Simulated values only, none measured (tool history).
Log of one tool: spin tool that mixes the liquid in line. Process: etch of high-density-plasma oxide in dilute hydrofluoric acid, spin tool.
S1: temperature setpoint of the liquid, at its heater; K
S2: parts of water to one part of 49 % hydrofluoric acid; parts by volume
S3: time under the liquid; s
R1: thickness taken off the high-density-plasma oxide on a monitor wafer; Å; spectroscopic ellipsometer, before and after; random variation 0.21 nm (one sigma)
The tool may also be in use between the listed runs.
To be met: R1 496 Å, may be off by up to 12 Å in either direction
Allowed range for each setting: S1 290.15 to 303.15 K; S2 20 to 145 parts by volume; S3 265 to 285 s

run,day,S1,S2,S3,R1
1,0,295.15,80,265,279.23
2,0.033,298.65,80,265,324.41
3,0.062,298.65,80,285,347.48
4,0.35,296.15,80,285,313.94
5,0.654,296.15,80,285,315.23
6,0.817,297.15,80,285,328.59
7,0.988,298.15,80,285,341.62
8,1.188,299.15,80,285,355.37
9,1.525,299.65,80,285,361.94
10,1.792,300.15,80,285,367.64
11,1.975,300.65,75,285,400.72

4 candidate next runs follow, results not yet known. Just one meets every target within its allowed miss. Identify it.
A,2.158,301.65,60,285,?
B,2.158,296.15,55,285,?
C,2.158,301.65,65,285,?
D,2.158,302.15,70,285,?

move,R1
A,535.81
B,471.45
C,491.02
D,461.57
A: the result that was furthest off in the last run now lies on the other side of its target
B: nearer the targets than the last run, but a result is still out of spec
C: every result within its allowed miss
D: nearer the targets than the last run, but a result is still out of spec
Move C is the one to make.
